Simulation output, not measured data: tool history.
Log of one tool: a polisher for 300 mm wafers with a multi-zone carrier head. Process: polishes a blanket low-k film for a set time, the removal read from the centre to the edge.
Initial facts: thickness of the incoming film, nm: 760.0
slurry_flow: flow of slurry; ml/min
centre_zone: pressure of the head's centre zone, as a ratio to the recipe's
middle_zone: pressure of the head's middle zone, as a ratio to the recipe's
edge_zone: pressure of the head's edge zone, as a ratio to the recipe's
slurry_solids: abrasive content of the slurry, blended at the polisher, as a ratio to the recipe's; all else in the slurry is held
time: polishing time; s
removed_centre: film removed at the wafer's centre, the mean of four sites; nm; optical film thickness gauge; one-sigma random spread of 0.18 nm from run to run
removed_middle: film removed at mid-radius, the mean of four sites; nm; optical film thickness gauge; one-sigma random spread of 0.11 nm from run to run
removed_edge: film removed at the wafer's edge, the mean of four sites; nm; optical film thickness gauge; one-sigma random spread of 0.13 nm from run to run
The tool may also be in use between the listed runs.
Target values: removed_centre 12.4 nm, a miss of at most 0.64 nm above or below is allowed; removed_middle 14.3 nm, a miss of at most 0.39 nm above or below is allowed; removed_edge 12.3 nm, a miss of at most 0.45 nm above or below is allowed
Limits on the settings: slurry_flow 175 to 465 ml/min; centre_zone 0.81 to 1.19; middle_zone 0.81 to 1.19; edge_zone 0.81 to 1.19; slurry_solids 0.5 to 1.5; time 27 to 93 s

run 1 day=0 | slurry_flow=295 centre_zone=1 middle_zone=1 edge_zone=1 slurry_solids=1 time=59 | removed_centre=17.679 removed_middle=16.908 removed_edge=16.452
run 2 day=0.238 | slurry_flow=295 centre_zone=1 middle_zone=1 edge_zone=1 slurry_solids=1 time=69 | removed_centre=20.09 removed_middle=19.227 removed_edge=18.982
run 3 day=0.471 | slurry_flow=295 centre_zone=0.97 middle_zone=1.02 edge_zone=0.96 slurry_solids=0.85 time=66 | removed_centre=17.983 removed_middle=17.86 removed_edge=16.993
run 4 day=0.575 | slurry_flow=295 centre_zone=0.97 middle_zone=0.94 edge_zone=0.96 slurry_solids=0.85 time=66 | removed_centre=18.39 removed_middle=16.864 removed_edge=17.329
run 5 day=0.646 | slurry_flow=295 centre_zone=0.97 middle_zone=0.88 edge_zone=0.96 slurry_solids=0.85 time=66 | removed_centre=17.697 removed_middle=15.976 removed_edge=16.668
run 6 day=0.971 | slurry_flow=370 centre_zone=0.97 middle_zone=0.88 edge_zone=0.96 slurry_solids=0.85 time=66 | removed_centre=18.25 removed_middle=16.619 removed_edge=17.402
run 7 day=1.296 | slurry_flow=285 centre_zone=0.87 middle_zone=0.98 edge_zone=0.86 slurry_solids=0.6 time=63 | removed_centre=13.939 removed_middle=14.575 removed_edge=13.922
run 8 day=1.662 | slurry_flow=285 centre_zone=0.86 middle_zone=1.01 edge_zone=0.85 slurry_solids=0.55 time=62 | removed_centre=13.116 removed_middle=14.234 removed_edge=13.196
run 9 day=1.988 | slurry_flow=285 centre_zone=0.86 middle_zone=1.03 edge_zone=0.84 slurry_solids=0.55 time=62 | removed_centre=13.226 removed_middle=14.395 removed_edge=13.032
run 10 day=2.188 | slurry_flow=285 centre_zone=0.85 middle_zone=1.04 edge_zone=0.83 slurry_solids=0.55 time=62 | removed_centre=13.155 removed_middle=14.536 removed_edge=12.956
run 11 day=2.275 | slurry_flow=280 centre_zone=0.84 middle_zone=1.05 edge_zone=0.82 slurry_solids=0.55 time=62 | removed_centre=13.288 removed_middle=14.636 removed_edge=12.817
run 12 day=2.546 | slurry_flow=280 centre_zone=0.83 middle_zone=1.06 edge_zone=0.82 slurry_solids=0.55 time=62 | removed_centre=12.729 removed_middle=14.912 removed_edge=12.502
run 13 day=2.662 | slurry_flow=275 centre_zone=0.83 middle_zone=1.05 edge_zone=0.82 slurry_solids=0.55 time=62 | removed_centre=12.639 removed_middle=14.636 removed_edge=12.834

Which of these 5 next moves meets every target?
run A day=2.779 | slurry_flow=340 centre_zone=0.91 middle_zone=1.15 edge_zone=0.81 slurry_solids=0.5 time=61 | removed_centre=? removed_middle=? removed_edge=?
run B day=2.779 | slurry_flow=255 centre_zone=0.84 middle_zone=1.06 edge_zone=0.81 slurry_solids=0.7 time=56 | removed_centre=? removed_middle=? removed_edge=?
run C day=2.779 | slurry_flow=355 centre_zone=0.9 middle_zone=1.18 edge_zone=0.81 slurry_solids=0.55 time=54 | removed_centre=? removed_middle=? removed_edge=?
run D day=2.779 | slurry_flow=365 centre_zone=0.99 middle_zone=0.98 edge_zone=0.81 slurry_solids=0.5 time=60 | removed_centre=? removed_middle=? removed_edge=?
run E day=2.779 | slurry_flow=240 centre_zone=0.81 middle_zone=1.04 edge_zone=0.94 slurry_solids=0.5 time=66 | removed_centre=? removed_middle=? removed_edge=?

move=A removed_centre=13.476 removed_middle=15.148 removed_edge=12.551
move=B removed_centre=12.636 removed_middle=14.237 removed_edge=12.652
move=C removed_centre=12.277 removed_middle=14.187 removed_edge=11.509
move=D removed_centre=14.22 removed_middle=13.293 removed_edge=12.429
move=E removed_centre=12.787 removed_middle=14.603 removed_edge=14.051
A: meets the target for the result that was furthest off, but another lies outside its allowed miss
B: all results in spec
C: takes the biggest miss from the last run beyond its target
D: meets the target for the result that was furthest off, but another lies outside its allowed miss
E: misses by more than the last run did
Answer: B
